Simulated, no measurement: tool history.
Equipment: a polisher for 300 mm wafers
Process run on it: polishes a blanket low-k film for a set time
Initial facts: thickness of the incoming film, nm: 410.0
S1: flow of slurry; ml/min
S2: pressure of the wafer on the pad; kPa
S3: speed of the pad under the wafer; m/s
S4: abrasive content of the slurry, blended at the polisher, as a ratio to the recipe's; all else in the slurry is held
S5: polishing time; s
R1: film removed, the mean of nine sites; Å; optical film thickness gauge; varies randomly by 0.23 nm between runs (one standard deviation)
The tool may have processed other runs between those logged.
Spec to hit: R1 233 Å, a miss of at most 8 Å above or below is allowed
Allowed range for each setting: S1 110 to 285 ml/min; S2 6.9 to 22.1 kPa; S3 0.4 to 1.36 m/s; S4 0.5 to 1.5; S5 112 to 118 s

run	hour	S1	S2	S3	S4	S5	R1
1	0	180	14.5	0.88	1	112	410.92
2	9	180	14.5	0.88	1	112	413.97
3	13.5	180	13.1	0.88	1	112	380.83
4	19.9	180	13.1	0.88	1.1	112	395.17
5	27.5	180	13.1	0.88	1	112	375.13
6	31.4	180	9.7	0.88	1	112	281.99
7	37.7	175	9	0.88	1	112	259.07
8	45.9	165	9	0.88	1	112	259.18
9	51.3	155	9	0.88	1	112	261.61

Which one of the following 5 next-run settings gets every result inside its allowed miss? There is exactly one.
A	56.7	145	8.3	0.88	1	112	?
B	56.7	160	9	0.88	1	112	?
C	56.7	130	9	1.08	0.95	118	?
D	56.7	145	6.9	0.84	1.2	114	?
E	56.7	110	9	0.84	1.05	117	?

move	R1
A	234.11
B	256.36
C	283.57
D	216.27
E	252.75
A: hits every target within its allowed miss
B: nearer the targets than the last run, but a result is still out of spec
C: its largest miss is bigger than the last run's
D: carries the result that was furthest off beyond its target, to the other side
E: nearer the targets than the last run, but a result is still out of spec
The right move is A.
